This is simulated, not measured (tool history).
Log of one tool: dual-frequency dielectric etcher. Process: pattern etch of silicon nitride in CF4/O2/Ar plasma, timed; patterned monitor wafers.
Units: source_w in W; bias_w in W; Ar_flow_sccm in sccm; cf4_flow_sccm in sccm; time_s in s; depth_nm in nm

| run | hour | source_w | bias_w | Ar_flow_sccm | cf4_flow_sccm | time_s | depth_nm |
|---|---|---|---|---|---|---|---|
| 1 | 0.0 | 670 | 56 | 129 | 73 | 11.5 | 29.078 |
| 2 | 4.9 | 780 | 56 | 129 | 73 | 11.5 | 33.079 |
| 3 | 6.1 | 720 | 55 | 130 | 73 | 11.5 | 30.589 |
| 4 | 12.7 | 670 | 54 | 130 | 73 | 11.5 | 28.744 |
| 5 | 13.6 | 630 | 53 | 130 | 73 | 11.5 | 26.847 |
| 6 | 22.6 | 600 | 53 | 130 | 73 | 11.5 | 25.678 |
| 7 | 30.3 | 580 | 53 | 130 | 73 | 11.5 | 24.961 |
| 8 | 32.6 | 570 | 53 | 130 | 73 | 11.5 | 24.770 |

Forecast run 9:
| 9 | 36.8 | 560 | 53 | 130 | 73 | 11.5 | ? |

{"run 9": {"depth_nm": 24.253}}
